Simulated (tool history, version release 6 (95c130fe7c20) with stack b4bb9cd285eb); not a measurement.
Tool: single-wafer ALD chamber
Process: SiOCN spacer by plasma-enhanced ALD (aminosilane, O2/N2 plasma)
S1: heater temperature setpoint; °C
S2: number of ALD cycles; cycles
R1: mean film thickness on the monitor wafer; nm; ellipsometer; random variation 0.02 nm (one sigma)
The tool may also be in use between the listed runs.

{"run": 1, "hour": 0.0, "S1": 385, "S2": 88, "R1": 5.2055}
{"run": 2, "hour": 6.3, "S1": 379, "S2": 88, "R1": 5.2401}
{"run": 3, "hour": 13.1, "S1": 389, "S2": 88, "R1": 5.2461}
{"run": 4, "hour": 21.6, "S1": 389, "S2": 80, "R1": 4.7991}
{"run": 5, "hour": 25.0, "S1": 389, "S2": 85, "R1": 5.0856}
{"run": 6, "hour": 34.1, "S1": 389, "S2": 77, "R1": 4.5648}
{"run": 7, "hour": 43.3, "S1": 389, "S2": 63, "R1": 3.7525}

The next listed run, before its measurement:
{"run": 8, "hour": 44.1, "S1": 389, "S2": 64, "R1": "?"}

R1: 3.8040 nm
